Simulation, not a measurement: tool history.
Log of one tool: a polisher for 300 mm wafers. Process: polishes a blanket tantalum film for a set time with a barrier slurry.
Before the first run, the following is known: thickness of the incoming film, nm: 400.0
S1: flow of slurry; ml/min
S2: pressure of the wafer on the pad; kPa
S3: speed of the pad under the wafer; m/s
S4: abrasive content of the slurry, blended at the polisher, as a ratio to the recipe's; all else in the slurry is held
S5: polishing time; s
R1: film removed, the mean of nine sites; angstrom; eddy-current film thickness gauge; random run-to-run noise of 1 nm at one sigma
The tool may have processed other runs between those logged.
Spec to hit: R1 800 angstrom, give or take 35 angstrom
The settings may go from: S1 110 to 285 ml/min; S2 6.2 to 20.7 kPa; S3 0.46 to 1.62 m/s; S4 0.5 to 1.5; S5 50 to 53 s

Run 1, hour 0: S1 180 ml/min, S2 13.1 kPa, S3 1.04 m/s, S4 1, S5 50 s. Result: R1 966.14 angstrom.
Run 2, hour 7.1: S1 180 ml/min, S2 13.1 kPa, S3 1.04 m/s, S4 1.1, S5 50 s. Result: R1 968.84 angstrom.
Run 3, hour 12.3: S1 180 ml/min, S2 12.4 kPa, S3 1.04 m/s, S4 1.1, S5 50 s. Result: R1 959.59 angstrom.
Run 4, hour 20.5: S1 180 ml/min, S2 12.4 kPa, S3 0.92 m/s, S4 1.1, S5 50 s. Result: R1 854.01 angstrom.
Run 5, hour 22.8: S1 180 ml/min, S2 12.4 kPa, S3 0.92 m/s, S4 1.1, S5 53 s. Result: R1 883.33 angstrom.
Run 6, hour 28.8: S1 180 ml/min, S2 12.4 kPa, S3 1.06 m/s, S4 1.1, S5 53 s. Result: R1 1042.4 angstrom.
Run 7, hour 35.4: S1 180 ml/min, S2 11 kPa, S3 1.06 m/s, S4 1.1, S5 53 s. Result: R1 958.34 angstrom.
Run 8, hour 37.2: S1 180 ml/min, S2 10.3 kPa, S3 1.06 m/s, S4 1.1, S5 53 s. Result: R1 939.09 angstrom.

Which single option among these 4 for the next run brings every result within its allowed miss of target? Just one does.
Run A, hour 39: S1 140 ml/min, S2 9.7 kPa, S3 0.98 m/s, S4 1.05, S5 50 s. Result: R1 ?.
Run B, hour 39: S1 180 ml/min, S2 8.3 kPa, S3 1.06 m/s, S4 0.85, S5 53 s. Result: R1 ?.
Run C, hour 39: S1 160 ml/min, S2 9.7 kPa, S3 0.9 m/s, S4 1.15, S5 50 s. Result: R1 ?.
Run D, hour 39: S1 185 ml/min, S2 13.8 kPa, S3 0.88 m/s, S4 1, S5 53 s. Result: R1 ?.

move      R1
   A  736.68
   B  780.82
   C  706.64
   D  899.69
A: the result that was furthest off in the last run now lies on the other side of its target
B: all results land within tolerance of their targets
C: the result that was furthest off in the last run now lies on the other side of its target
D: closer than the last run, but not yet in spec
The move that meets every target is B.
